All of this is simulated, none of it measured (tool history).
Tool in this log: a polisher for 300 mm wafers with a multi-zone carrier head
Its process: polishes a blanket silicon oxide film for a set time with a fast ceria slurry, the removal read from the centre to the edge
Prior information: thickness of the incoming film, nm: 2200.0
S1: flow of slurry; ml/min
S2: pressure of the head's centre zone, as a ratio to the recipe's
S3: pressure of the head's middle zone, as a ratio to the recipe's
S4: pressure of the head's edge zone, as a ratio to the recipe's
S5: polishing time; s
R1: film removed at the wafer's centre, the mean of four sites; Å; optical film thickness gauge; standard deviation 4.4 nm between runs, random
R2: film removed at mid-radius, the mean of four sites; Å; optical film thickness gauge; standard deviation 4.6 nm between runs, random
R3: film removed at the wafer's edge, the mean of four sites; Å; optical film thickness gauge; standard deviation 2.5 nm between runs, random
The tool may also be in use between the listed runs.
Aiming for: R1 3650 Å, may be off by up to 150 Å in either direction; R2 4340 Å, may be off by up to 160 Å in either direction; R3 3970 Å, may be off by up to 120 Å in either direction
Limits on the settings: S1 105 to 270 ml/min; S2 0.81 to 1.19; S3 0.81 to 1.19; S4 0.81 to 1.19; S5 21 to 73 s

run  hour   S1    S2    S3    S4  S5      R1      R2      R3
  1     0  175     1     1     1  47  7407.2  7464.1  7473.7
  2   8.9  170  0.99     1  0.99  44  6858.5  7051.5  6995.6
  3  13.5  170  0.99     1  0.93  44  6801.1  6819.7  6789.7
  4  20.7  170  0.99     1  0.93  52  8004.2  8323.2  7951.6
  5    27  165  0.98  1.01  0.92  49  7624.5  7657.6  7404.4
  6  31.9  160  0.96  1.03  0.92  46  6805.2  7223.7  6970.6
  7  36.9  165  0.92  1.09  0.82  33  4881.3    5537    4742
     43.4  -- edge zone pressure recalibrated
  8  43.4  160  0.91  1.08  0.82  32  4449.9  5297.2  4421.1
  9  46.1  155  0.91  1.06  0.82  32  4541.4  5201.6  4449.6
 10  51.5  150   0.9  1.05  0.82  32  4423.7    5116  4404.4

Next run, 5 choices. One meets every target within its allowed miss, the rest don't. Which?
  A  56.9  115  0.83  1.11  0.81  30   ?   ?   ?
  B  56.9  125   0.9  1.17  0.81  27   ?   ?   ?
  C  56.9  175  0.83  0.97  0.85  28   ?   ?   ?
  D  56.9  145  0.81  1.19  0.85  27   ?   ?   ?
  E  56.9  105  0.81  0.92  0.84  32   ?   ?   ?

move      R1      R2      R3
   A  3647.3  4842.1  3973.7
   B  3621.2  4623.2  3609.3
   C  3659.8  4301.5  3976.7
   D  3344.7    4806  3748.6
   E    3722  4336.7  4269.6
A: gets the furthest-off result to its target, but another result is out of tolerance
B: gets the furthest-off result to its target, but another result is out of tolerance
C: each result inside its tolerance
D: the result that was furthest off in the last run now lies on the other side of its target
E: gets the furthest-off result to its target, but another result is out of tolerance
The right move is C.
